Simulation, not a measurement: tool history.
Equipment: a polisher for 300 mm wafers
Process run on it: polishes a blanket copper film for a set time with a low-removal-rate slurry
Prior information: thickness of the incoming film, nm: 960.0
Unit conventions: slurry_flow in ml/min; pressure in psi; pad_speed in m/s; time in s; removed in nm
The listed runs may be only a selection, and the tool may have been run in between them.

run  hour  slurry_flow  pressure  pad_speed  slurry_solids  time  removed
  1     0          145       3.5       1.24              1    48   184.43
  2   8.3          130       3.5       1.24              1    48   178.56
  3   9.5          135       3.5       1.24              1    48   178.57
  4  10.3          135       3.5       1.24              1    48   180.22
  5  11.9          140       3.5       1.24              1    48   185.12
  6  19.8          145       3.5       1.24              1    48   182.84
  7  27.3          150       3.5       1.24              1    48   186.23

Run 8 comes next. What will it give?
  8    29          155       3.5       1.24              1    48        ?

{"run 8": {"removed": 186.31}}
